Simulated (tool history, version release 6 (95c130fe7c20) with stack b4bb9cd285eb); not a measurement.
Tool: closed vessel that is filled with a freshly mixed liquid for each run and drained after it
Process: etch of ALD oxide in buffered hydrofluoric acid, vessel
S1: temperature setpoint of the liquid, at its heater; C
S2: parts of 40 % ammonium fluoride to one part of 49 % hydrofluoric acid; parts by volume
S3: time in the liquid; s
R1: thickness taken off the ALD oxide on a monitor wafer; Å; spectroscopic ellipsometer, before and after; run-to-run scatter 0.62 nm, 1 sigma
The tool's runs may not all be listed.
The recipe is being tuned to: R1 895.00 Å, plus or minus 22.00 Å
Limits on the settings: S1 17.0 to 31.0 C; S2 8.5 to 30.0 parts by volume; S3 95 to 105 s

Run 1, hour 0.0: S1 23.0 C, S2 23.5 parts by volume, S3 95 s. Result: R1 1228.20 Å.
Run 2, hour 4.0: S1 22.0 C, S2 23.5 parts by volume, S3 95 s. Result: R1 1145.80 Å.
Run 3, hour 7.7: S1 22.0 C, S2 23.5 parts by volume, S3 105 s. Result: R1 1295.70 Å.
Run 4, hour 13.1: S1 21.0 C, S2 24.0 parts by volume, S3 105 s. Result: R1 1176.30 Å.
Run 5, hour 16.9: S1 19.5 C, S2 24.0 parts by volume, S3 105 s. Result: R1 1099.50 Å.
Run 6, hour 23.9: S1 19.0 C, S2 24.5 parts by volume, S3 105 s. Result: R1 1053.60 Å.
Run 7, hour 27.0: S1 18.5 C, S2 24.5 parts by volume, S3 105 s. Result: R1 1030.30 Å.
Run 8, hour 32.7: S1 18.5 C, S2 25.0 parts by volume, S3 105 s. Result: R1 1016.70 Å.
Run 9, hour 38.1: S1 17.5 C, S2 26.0 parts by volume, S3 105 s. Result: R1 917.03 Å.

4 next moves are on the table. One of them brings every result within its allowed miss. Which?
Run A, hour 43.5: S1 17.0 C, S2 29.5 parts by volume, S3 105 s. Result: R1 ?.
Run B, hour 43.5: S1 17.0 C, S2 24.5 parts by volume, S3 100 s. Result: R1 ?.
Run C, hour 43.5: S1 17.5 C, S2 27.5 parts by volume, S3 100 s. Result: R1 ?.
Run D, hour 43.5: S1 17.5 C, S2 25.0 parts by volume, S3 95 s. Result: R1 ?.

move      R1
   A  826.29
   B  895.01
   C  850.20
   D  862.79
A: pushes the last run's worst result past its target
B: all results in spec
C: pushes the last run's worst result past its target
D: pushes the last run's worst result past its target
The move that meets every target is B.
